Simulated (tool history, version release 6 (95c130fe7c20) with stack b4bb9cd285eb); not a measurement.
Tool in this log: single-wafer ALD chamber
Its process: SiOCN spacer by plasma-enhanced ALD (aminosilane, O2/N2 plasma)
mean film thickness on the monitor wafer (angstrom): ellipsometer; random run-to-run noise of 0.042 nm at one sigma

| run | hour | heater temperature setpoint (K) | number of ALD cycles (cycles) | mean film thickness on the monitor wafer (angstrom) |
|---|---|---|---|---|
| 1 | 0 | 673.15 | 101 | 60.567 |
| 2 | 4.1 | 682.15 | 101 | 60.098 |
| 3 | 8.6 | 676.15 | 101 | 60.789 |
| 4 | 10.8 | 669.15 | 101 | 61.246 |
| 5 | 15.5 | 669.15 | 106 | 63.652 |
| 6 | 22.1 | 669.15 | 110 | 66.451 |
| 7 | 25.9 | 669.15 | 113 | 68.109 |
| 8 | 27.1 | 669.15 | 116 | 70.348 |
| 9 | 28.7 | 669.15 | 118 | 70.958 |
| 10 | 30 | 669.15 | 120 | 72.44 |
| 11 | 38.8 | 669.15 | 121 | 73.382 |

Run 12 has not been measured yet. What should we expect?
| 12 | 45.7 | 669.15 | 122 | ? |

{"run 12": {"mean film thickness on the monitor wafer (angstrom)": 73.309}}
